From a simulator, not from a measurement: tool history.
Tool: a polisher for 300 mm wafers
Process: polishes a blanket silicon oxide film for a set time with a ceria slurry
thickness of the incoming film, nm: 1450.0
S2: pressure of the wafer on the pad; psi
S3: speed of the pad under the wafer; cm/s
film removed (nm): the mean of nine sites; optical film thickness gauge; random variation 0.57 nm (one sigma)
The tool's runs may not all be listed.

{"run": 1, "hour": 0.0, "flow of slurry (ml/min)": 135, "S2": 2.1, "S3": 90, "polishing time (s)": 55, "film removed (nm)": 126.47}
{"run": 2, "hour": 6.2, "flow of slurry (ml/min)": 130, "S2": 1.7, "S3": 80, "polishing time (s)": 55, "film removed (nm)": 91.919}
{"run": 3, "hour": 14.1, "flow of slurry (ml/min)": 150, "S2": 1.7, "S3": 80, "polishing time (s)": 55, "film removed (nm)": 94.136}
{"run": 4, "hour": 21.5, "flow of slurry (ml/min)": 150, "S2": 1.5, "S3": 72, "polishing time (s)": 55, "film removed (nm)": 76.09}
{"run": 5, "hour": 26.5, "flow of slurry (ml/min)": 150, "S2": 1.3, "S3": 68, "polishing time (s)": 55, "film removed (nm)": 62.072}
{"run": 6, "hour": 32.3, "flow of slurry (ml/min)": 150, "S2": 1.3, "S3": 68, "polishing time (s)": 55, "film removed (nm)": 63.034}
{"run": 7, "hour": 34.9, "flow of slurry (ml/min)": 150, "S2": 1.2, "S3": 68, "polishing time (s)": 55, "film removed (nm)": 58.044}

Run 8 comes next. What will it give?
{"run": 8, "hour": 40.1, "flow of slurry (ml/min)": 135, "S2": 1.0, "S3": 68, "polishing time (s)": 55, "film removed (nm)": "?"}

Run 8 gave film removed (nm) 47.367.

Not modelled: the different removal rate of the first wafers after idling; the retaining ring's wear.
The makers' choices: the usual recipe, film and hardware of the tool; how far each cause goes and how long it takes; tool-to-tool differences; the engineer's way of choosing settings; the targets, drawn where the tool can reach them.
